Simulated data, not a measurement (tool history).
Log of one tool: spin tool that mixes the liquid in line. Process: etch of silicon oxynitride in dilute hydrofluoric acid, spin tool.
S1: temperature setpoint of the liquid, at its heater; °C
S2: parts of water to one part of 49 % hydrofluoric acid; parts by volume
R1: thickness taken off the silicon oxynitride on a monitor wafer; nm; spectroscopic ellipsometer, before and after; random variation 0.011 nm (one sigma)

{"run": 1, "hour": 0.0, "S1": 25, "S2": 150, "time under the liquid (s)": 65, "R1": 2.046}
{"run": 2, "hour": 5.1, "S1": 23.5, "S2": 150, "time under the liquid (s)": 65, "R1": 1.9228}
{"run": 3, "hour": 7.8, "S1": 23.5, "S2": 195, "time under the liquid (s)": 65, "R1": 1.4209}
{"run": 4, "hour": 15.1, "S1": 24, "S2": 195, "time under the liquid (s)": 65, "R1": 1.4454}
{"run": 5, "hour": 19.3, "S1": 24, "S2": 195, "time under the liquid (s)": 45, "R1": 1.0108}
{"run": 6, "hour": 24.4, "S1": 24, "S2": 155, "time under the liquid (s)": 45, "R1": 1.2907}

Forecast run 7:
{"run": 7, "hour": 27.9, "S1": 25, "S2": 155, "time under the liquid (s)": 45, "R1": "?"}

Run 7 gave R1 1.3503 nm.
